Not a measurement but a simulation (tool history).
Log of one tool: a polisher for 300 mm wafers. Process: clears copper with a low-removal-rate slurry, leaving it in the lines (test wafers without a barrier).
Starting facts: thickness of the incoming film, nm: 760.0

run,hour,flow of slurry (ml/min),pressure of the wafer on the pad (kPa),speed of the pad under the wafer (cm/s),abrasive content of the slurry,overpolish time after the end point (s),time until the end point was called (s),dishing of a wide line in a test structure (angstrom)
1,0.0,195,26.2,136,1.0,10,156.50,296.16
2,2.4,195,22.1,136,1.0,10,181.84,264.43
3,9.0,195,25.5,136,1.0,10,159.41,283.49
4,13.5,195,28.3,136,1.0,10,145.61,307.19
5,15.0,150,28.3,136,1.0,10,154.20,301.85
# hour 16.5: slurry nozzle cleaned
6,16.5,150,28.3,156,1.0,10,125.91,351.34
7,19.8,155,29.6,156,1.0,10,118.77,349.26
8,21.1,160,31.0,156,1.0,10,113.58,377.10

What will run 9 give?
9,28.4,165,31.7,156,1.0,10,?,?

{"run 9": {"time until the end point was called (s)": 109.56, "dishing of a wide line in a test structure (angstrom)": 375.5}}
